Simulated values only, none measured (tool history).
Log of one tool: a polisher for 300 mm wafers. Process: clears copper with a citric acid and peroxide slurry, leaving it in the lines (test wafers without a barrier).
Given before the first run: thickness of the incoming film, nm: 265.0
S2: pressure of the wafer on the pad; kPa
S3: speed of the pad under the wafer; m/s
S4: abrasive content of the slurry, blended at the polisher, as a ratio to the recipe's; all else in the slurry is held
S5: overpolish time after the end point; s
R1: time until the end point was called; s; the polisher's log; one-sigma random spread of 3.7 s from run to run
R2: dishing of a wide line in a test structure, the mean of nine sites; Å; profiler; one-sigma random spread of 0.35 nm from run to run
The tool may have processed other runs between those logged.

run 1 hour=0.0 | flow_of_slurry_(ml/min)=190 S2=17.9 S3=0.92 S4=1.00 S5=13 | R1=183.31 R2=129.56
run 2 hour=7.6 | flow_of_slurry_(ml/min)=190 S2=20.7 S3=0.92 S4=1.00 S5=13 | R1=163.87 R2=144.92
run 3 hour=10.5 | flow_of_slurry_(ml/min)=190 S2=20.7 S3=0.92 S4=1.10 S5=13 | R1=165.42 R2=150.43
run 4 hour=11.9 | flow_of_slurry_(ml/min)=155 S2=20.7 S3=0.92 S4=1.10 S5=13 | R1=169.89 R2=148.27
run 5 hour=16.6 | flow_of_slurry_(ml/min)=155 S2=20.7 S3=0.92 S4=1.25 S5=13 | R1=161.29 R2=151.62
run 6 hour=25.5 | flow_of_slurry_(ml/min)=150 S2=20.0 S3=0.92 S4=1.25 S5=14 | R1=167.50 R2=150.32
run 7 hour=34.6 | flow_of_slurry_(ml/min)=150 S2=15.9 S3=0.84 S4=1.25 S5=20 | R1=213.34 R2=169.31

Run 8 has not been measured yet. What should we expect?
run 8 hour=38.6 | flow_of_slurry_(ml/min)=145 S2=15.9 S3=0.84 S4=1.25 S5=21 | R1=? R2=?

Run 8 gave R1 219.63 s, R2 171.67 Å.
